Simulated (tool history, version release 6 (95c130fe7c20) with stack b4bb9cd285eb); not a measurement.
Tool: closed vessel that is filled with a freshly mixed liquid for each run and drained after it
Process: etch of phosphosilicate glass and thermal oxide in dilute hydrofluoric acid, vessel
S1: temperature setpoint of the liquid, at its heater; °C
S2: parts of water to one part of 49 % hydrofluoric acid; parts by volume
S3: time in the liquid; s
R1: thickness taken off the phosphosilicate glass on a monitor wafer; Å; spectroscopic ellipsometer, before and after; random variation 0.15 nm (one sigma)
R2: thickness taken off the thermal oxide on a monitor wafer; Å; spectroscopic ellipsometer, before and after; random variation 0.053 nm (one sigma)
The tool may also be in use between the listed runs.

| run | hour | S1 | S2 | S3 | R1 | R2 |
|---|---|---|---|---|---|---|
| 1 | 0 | 23 | 190 | 60 | 331.8 | 14.409 |
| 2 | 5.8 | 24 | 190 | 60 | 342.61 | 15.62 |
| 3 | 8.9 | 24 | 235 | 60 | 265.17 | 11.094 |
| 4 | 17.4 | 24.5 | 230 | 60 | 276.09 | 11.81 |
| 5 | 21.9 | 21.5 | 230 | 60 | 247.7 | 11.165 |
| 6 | 28.5 | 21.5 | 230 | 85 | 352.72 | 15.874 |
| 7 | 34.3 | 22 | 230 | 85 | 356.24 | 15.779 |
| 8 | 40 | 22 | 230 | 85 | 358.1 | 15.765 |
| 9 | 45.5 | 22.5 | 230 | 85 | 364.77 | 15.837 |
| 10 | 54.3 | 23 | 225 | 85 | 379.89 | 16.833 |
| 11 | 56.7 | 23.5 | 225 | 85 | 389.38 | 17.773 |
| 12 | 58.2 | 23.5 | 225 | 85 | 389.89 | 16.862 |

Run 13 comes next. What will it give?
| 13 | 62.8 | 24 | 225 | 85 | ? | ? |

{"run 13": {"R1": 394.95, "R2": 16.914}}
